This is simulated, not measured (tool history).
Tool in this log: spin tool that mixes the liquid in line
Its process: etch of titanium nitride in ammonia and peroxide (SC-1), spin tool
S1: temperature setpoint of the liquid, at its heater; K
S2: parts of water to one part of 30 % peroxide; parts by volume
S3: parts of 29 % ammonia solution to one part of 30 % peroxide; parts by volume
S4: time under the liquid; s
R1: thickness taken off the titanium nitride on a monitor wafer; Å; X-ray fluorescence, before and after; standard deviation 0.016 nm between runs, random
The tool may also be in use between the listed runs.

| run | hour | S1 | S2 | S3 | S4 | R1 |
|---|---|---|---|---|---|---|
| 1 | 0.0 | 333.15 | 20 | 0.50 | 45 | 65.930 |
| 2 | 7.2 | 333.15 | 20 | 0.60 | 45 | 67.774 |
| 3 | 8.6 | 330.15 | 20 | 0.60 | 45 | 55.985 |
| 4 | 12.4 | 327.65 | 20 | 0.60 | 45 | 47.541 |
| 5 | 17.3 | 327.65 | 20 | 0.75 | 45 | 49.199 |
| 6 | 23.3 | 330.65 | 20 | 0.75 | 45 | 59.817 |
| 7 | 25.8 | 328.15 | 20 | 0.75 | 45 | 51.054 |
| 8 | 30.1 | 326.15 | 20 | 0.75 | 45 | 44.772 |
| 9 | 38.0 | 324.65 | 20 | 0.75 | 45 | 39.956 |
| 10 | 46.9 | 323.65 | 20 | 0.75 | 45 | 37.508 |

Forecast run 11:
| 11 | 52.5 | 320.65 | 20 | 0.75 | 45 | ? |

{"run 11": {"R1": 30.374}}
